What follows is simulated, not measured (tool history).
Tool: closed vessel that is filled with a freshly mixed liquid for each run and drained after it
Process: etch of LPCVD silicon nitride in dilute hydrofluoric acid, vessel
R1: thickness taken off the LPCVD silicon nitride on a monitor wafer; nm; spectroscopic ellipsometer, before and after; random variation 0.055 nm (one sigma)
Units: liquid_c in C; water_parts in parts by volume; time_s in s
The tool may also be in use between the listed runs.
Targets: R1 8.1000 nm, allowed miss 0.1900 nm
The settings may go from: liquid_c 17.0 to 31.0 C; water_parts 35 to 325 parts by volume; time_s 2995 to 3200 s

{"run": 1, "hour": 0.0, "liquid_c": 23.0, "water_parts": 180, "time_s": 2995, "R1": 6.9392}
{"run": 2, "hour": 3.0, "liquid_c": 23.0, "water_parts": 180, "time_s": 2995, "R1": 6.9063}
{"run": 3, "hour": 11.3, "liquid_c": 23.0, "water_parts": 135, "time_s": 2995, "R1": 9.0829}
{"run": 4, "hour": 13.4, "liquid_c": 22.5, "water_parts": 135, "time_s": 2995, "R1": 8.8793}
{"run": 5, "hour": 14.2, "liquid_c": 25.0, "water_parts": 135, "time_s": 2995, "R1": 10.394}
{"run": 6, "hour": 16.6, "liquid_c": 28.5, "water_parts": 135, "time_s": 2995, "R1": 13.066}
{"run": 7, "hour": 25.2, "liquid_c": 26.5, "water_parts": 135, "time_s": 2995, "R1": 11.472}
{"run": 8, "hour": 28.2, "liquid_c": 25.0, "water_parts": 135, "time_s": 2995, "R1": 10.465}
{"run": 9, "hour": 34.4, "liquid_c": 24.0, "water_parts": 135, "time_s": 2995, "R1": 9.8761}
{"run": 10, "hour": 38.8, "liquid_c": 23.0, "water_parts": 135, "time_s": 2995, "R1": 9.2235}
{"run": 11, "hour": 42.3, "liquid_c": 22.5, "water_parts": 135, "time_s": 2995, "R1": 8.8485}
{"run": 12, "hour": 46.8, "liquid_c": 22.5, "water_parts": 135, "time_s": 2995, "R1": 8.9036}

4 next moves are on the table. One of them brings every result within its allowed miss. Which?
{"run": "A", "hour": 51.3, "liquid_c": 20.0, "water_parts": 135, "time_s": 3200, "R1": "?"}
{"run": "B", "hour": 51.3, "liquid_c": 23.5, "water_parts": 130, "time_s": 3145, "R1": "?"}
{"run": "C", "hour": 51.3, "liquid_c": 22.5, "water_parts": 120, "time_s": 2995, "R1": "?"}
{"run": "D", "hour": 51.3, "liquid_c": 22.5, "water_parts": 125, "time_s": 2995, "R1": "?"}

move=A R1=8.0108
move=B R1=10.3020
move=C R1=9.9401
move=D R1=9.5490
A: meets every target
B: further off than the last run
C: further off than the last run
D: further off than the last run
Answer: A
